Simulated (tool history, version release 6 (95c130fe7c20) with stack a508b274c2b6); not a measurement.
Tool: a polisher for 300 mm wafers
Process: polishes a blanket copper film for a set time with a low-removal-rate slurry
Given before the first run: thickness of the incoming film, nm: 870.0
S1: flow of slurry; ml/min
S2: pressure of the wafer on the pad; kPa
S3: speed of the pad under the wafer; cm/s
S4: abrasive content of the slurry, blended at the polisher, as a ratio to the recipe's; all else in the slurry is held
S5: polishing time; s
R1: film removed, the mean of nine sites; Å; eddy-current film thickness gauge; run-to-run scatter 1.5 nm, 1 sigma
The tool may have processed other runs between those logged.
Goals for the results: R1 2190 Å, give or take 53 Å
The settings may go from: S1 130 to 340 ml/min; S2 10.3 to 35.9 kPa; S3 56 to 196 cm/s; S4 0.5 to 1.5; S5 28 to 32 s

| run | day | S1 | S2 | S3 | S4 | S5 | R1 |
|---|---|---|---|---|---|---|---|
| 1 | 0 | 220 | 22.8 | 126 | 1 | 32 | 1404.7 |
| 2 | 0.188 | 220 | 22.8 | 126 | 1.15 | 32 | 1424.8 |
| 3 | 0.262 | 220 | 22.8 | 114 | 1.15 | 32 | 1313.8 |
| 4 | 0.629 | 225 | 25.5 | 114 | 1.15 | 32 | 1472.8 |
| 5 | 1 | 225 | 25.5 | 142 | 1.15 | 32 | 1772.8 |
|  | 1.083 | worn pad replaced by a new one |
| 6 | 1.083 | 270 | 25.5 | 142 | 1.15 | 32 | 1964.7 |
| 7 | 1.258 | 270 | 25.5 | 142 | 1.15 | 32 | 1991.4 |
| 8 | 1.546 | 280 | 25.5 | 142 | 1.15 | 32 | 1981.4 |
| 9 | 1.838 | 290 | 25.5 | 142 | 1.15 | 32 | 1971.8 |
| 10 | 1.879 | 300 | 26.2 | 142 | 1.15 | 32 | 2070 |
| 11 | 1.971 | 305 | 26.2 | 142 | 1.15 | 32 | 2057.9 |
| 12 | 2.104 | 305 | 26.2 | 142 | 1.15 | 32 | 2040.4 |

Which of these 4 next moves meets every target?
| A | 2.238 | 325 | 23.4 | 150 | 1.15 | 31 | ? |
| B | 2.238 | 290 | 29.6 | 142 | 1 | 29 | ? |
| C | 2.238 | 300 | 26.9 | 178 | 0.9 | 28 | ? |
| D | 2.238 | 340 | 24.1 | 168 | 1.15 | 29 | ? |

| move | R1 |
|---|---|
| A | 1880.6 |
| B | 2043.8 |
| C | 2171.2 |
| D | 2010.6 |
A: misses by more than the last run did
B: no better and no worse than the last run
C: all results in spec
D: misses by more than the last run did
C is the move that brings every result within its allowed miss.
